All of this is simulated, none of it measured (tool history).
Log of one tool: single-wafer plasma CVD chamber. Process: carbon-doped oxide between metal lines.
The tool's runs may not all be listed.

run,hour,heater temperature setpoint (°C),chamber pressure (Pa),RF power (W),deposition time (s),mean film thickness on the monitor wafer (angstrom)
1,0,330,932,375,31.4,1448.2
2,7.1,335,904,360,31.4,1372.1
3,10.2,339,879,350,31.4,1305.1
4,17.7,339,963,350,31.4,1317.6
5,24.3,342,948,345,31.4,1290.1
6,28.7,342,948,380,31.4,1389.6

Forecast run 7:
7,30.4,345,927,370,31.4,?

Run 7 gave mean film thickness on the monitor wafer (angstrom) 1350.2.
